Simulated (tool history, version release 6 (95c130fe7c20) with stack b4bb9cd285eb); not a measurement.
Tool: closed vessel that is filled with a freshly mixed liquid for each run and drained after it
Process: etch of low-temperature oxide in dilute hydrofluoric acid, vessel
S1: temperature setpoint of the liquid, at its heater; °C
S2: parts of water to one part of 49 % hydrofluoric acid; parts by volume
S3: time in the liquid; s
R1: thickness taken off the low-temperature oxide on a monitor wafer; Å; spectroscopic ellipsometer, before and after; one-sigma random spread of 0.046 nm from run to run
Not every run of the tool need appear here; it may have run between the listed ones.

{"run": 1, "hour": 0.0, "S1": 23.0, "S2": 150, "S3": 105, "R1": 93.639}
{"run": 2, "hour": 4.0, "S1": 23.0, "S2": 190, "S3": 105, "R1": 70.746}
{"run": 3, "hour": 10.3, "S1": 23.0, "S2": 145, "S3": 105, "R1": 98.177}
{"run": 4, "hour": 19.4, "S1": 23.0, "S2": 175, "S3": 105, "R1": 77.016}
{"run": 5, "hour": 22.5, "S1": 23.0, "S2": 195, "S3": 105, "R1": 68.345}
{"hour": 23.8, "done": "hydrofluoric acid flow meter replaced"}
{"run": 6, "hour": 23.8, "S1": 21.5, "S2": 195, "S3": 105, "R1": 73.279}
{"run": 7, "hour": 28.0, "S1": 22.0, "S2": 195, "S3": 105, "R1": 75.311}
{"run": 8, "hour": 29.3, "S1": 22.5, "S2": 195, "S3": 105, "R1": 76.52}

Expected results for the next run?
{"run": 9, "hour": 31.7, "S1": 23.0, "S2": 200, "S3": 105, "R1": "?"}

R1: 74.875 Å
